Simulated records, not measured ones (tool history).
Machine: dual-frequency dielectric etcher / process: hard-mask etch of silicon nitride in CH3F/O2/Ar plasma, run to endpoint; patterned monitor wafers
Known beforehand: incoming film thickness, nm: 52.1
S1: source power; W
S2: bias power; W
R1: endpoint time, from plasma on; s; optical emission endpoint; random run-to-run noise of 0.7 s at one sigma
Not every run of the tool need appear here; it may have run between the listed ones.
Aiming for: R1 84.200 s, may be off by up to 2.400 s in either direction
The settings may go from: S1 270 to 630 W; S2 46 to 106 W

{"run": 1, "day": 0.0, "S1": 450, "S2": 76, "R1": 64.032}
{"run": 2, "day": 0.062, "S1": 510, "S2": 76, "R1": 60.976}
{"run": 3, "day": 0.1, "S1": 440, "S2": 67, "R1": 68.884}
{"run": 4, "day": 0.267, "S1": 370, "S2": 67, "R1": 75.944}
{"run": 5, "day": 0.567, "S1": 370, "S2": 72, "R1": 72.163}
{"run": 6, "day": 0.746, "S1": 420, "S2": 72, "R1": 67.845}
{"run": 7, "day": 1.025, "S1": 380, "S2": 69, "R1": 72.567}
{"run": 8, "day": 1.225, "S1": 350, "S2": 67, "R1": 76.412}
{"run": 9, "day": 1.446, "S1": 270, "S2": 63, "R1": 90.146}
{"run": 10, "day": 1.767, "S1": 280, "S2": 63, "R1": 86.116}

Next run, 5 choices. One meets every target within its allowed miss, the rest don't. Which?
{"run": "A", "day": 2.088, "S1": 270, "S2": 59, "R1": "?"}
{"run": "B", "day": 2.088, "S1": 290, "S2": 59, "R1": "?"}
{"run": "C", "day": 2.088, "S1": 330, "S2": 58, "R1": "?"}
{"run": "D", "day": 2.088, "S1": 270, "S2": 64, "R1": "?"}
{"run": "E", "day": 2.088, "S1": 270, "S2": 60, "R1": "?"}

move=A R1=93.341
move=B R1=89.989
move=C R1=85.019
move=D R1=90.010
move=E R1=92.643
A: its largest miss is bigger than the last run's
B: its largest miss is bigger than the last run's
C: in spec on every target
D: its largest miss is bigger than the last run's
E: its largest miss is bigger than the last run's
Go with C: it meets all targets.
